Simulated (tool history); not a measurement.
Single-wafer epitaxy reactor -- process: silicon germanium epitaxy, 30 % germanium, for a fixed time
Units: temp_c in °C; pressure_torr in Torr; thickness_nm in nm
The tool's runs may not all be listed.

run,hour,temp_c,pressure_torr,thickness_nm
1,0,610,22.1,76.29
2,7.3,610,24.7,81.348
3,9.5,610,26.8,85.285
4,14.8,609,26.8,83.733
5,16.8,608,26.8,81.536
6,19.8,608,29.4,86.142
7,28.5,607,29.4,84.192
8,29.2,607,29.4,84.766

Expected results for the next run?
9,34.1,606,29.4,?

thickness_nm: 82.807 nm

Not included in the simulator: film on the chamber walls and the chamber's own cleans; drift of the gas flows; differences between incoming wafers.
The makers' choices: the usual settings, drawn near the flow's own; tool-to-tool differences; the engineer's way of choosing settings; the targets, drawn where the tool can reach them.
